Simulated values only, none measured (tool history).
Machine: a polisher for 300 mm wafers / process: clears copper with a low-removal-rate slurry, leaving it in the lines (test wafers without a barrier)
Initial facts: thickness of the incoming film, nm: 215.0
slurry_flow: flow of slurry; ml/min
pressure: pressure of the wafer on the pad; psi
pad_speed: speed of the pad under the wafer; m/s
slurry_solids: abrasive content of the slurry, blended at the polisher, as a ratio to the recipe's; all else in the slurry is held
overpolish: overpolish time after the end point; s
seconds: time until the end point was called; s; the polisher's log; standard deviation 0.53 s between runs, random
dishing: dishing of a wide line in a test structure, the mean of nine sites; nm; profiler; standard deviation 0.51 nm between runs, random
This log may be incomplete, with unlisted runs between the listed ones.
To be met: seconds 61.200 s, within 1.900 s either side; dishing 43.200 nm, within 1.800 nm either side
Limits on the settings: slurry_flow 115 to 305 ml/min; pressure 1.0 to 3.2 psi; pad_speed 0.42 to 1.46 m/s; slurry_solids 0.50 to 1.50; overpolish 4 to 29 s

run,hour,slurry_flow,pressure,pad_speed,slurry_solids,overpolish,seconds,dishing
1,0.0,195,2.1,0.94,1.00,15,90.686,24.084
2,1.7,195,2.1,0.84,1.00,15,101.630,21.076
3,9.0,195,2.3,0.84,1.00,16,93.816,24.186
4,11.5,195,2.3,0.84,1.00,21,93.320,31.130
5,13.0,205,2.5,0.84,1.00,21,84.703,33.914
6,16.1,210,2.6,0.84,1.00,21,80.670,35.631
7,23.3,215,2.7,0.84,1.00,21,77.992,35.882
8,25.0,215,2.8,0.84,1.00,21,76.137,37.876
9,31.1,220,2.9,0.86,1.00,21,71.377,40.234
10,34.5,225,3.0,0.86,1.00,21,69.345,40.905
11,37.5,225,3.0,0.88,1.00,21,67.388,42.742
12,41.2,230,3.1,0.90,1.00,20,63.218,43.082
13,43.7,230,3.1,0.90,1.00,20,63.822,42.145

Below are 5 possible settings for the next run. Only one of them brings all results inside the allowed miss of their targets. Which is it?
A,46.2,220,3.1,0.92,1.15,20,?,?
B,46.2,195,3.1,0.96,0.90,23,?,?
C,46.2,255,3.1,0.96,0.75,21,?,?
D,46.2,225,3.0,0.88,1.05,23,?,?
E,46.2,225,3.2,0.88,1.20,23,?,?

move,seconds,dishing
A,60.541,43.608
B,61.284,48.608
C,60.682,45.378
D,65.993,45.561
E,60.683,49.113
A: every result lands within tolerance
B: brings the result that was furthest off to its target, and leaves another outside
C: brings the result that was furthest off to its target, and leaves another outside
D: lands further from the targets than the last run did
E: brings the result that was furthest off to its target, and leaves another outside
So the answer is move A, the one that meets all the targets.
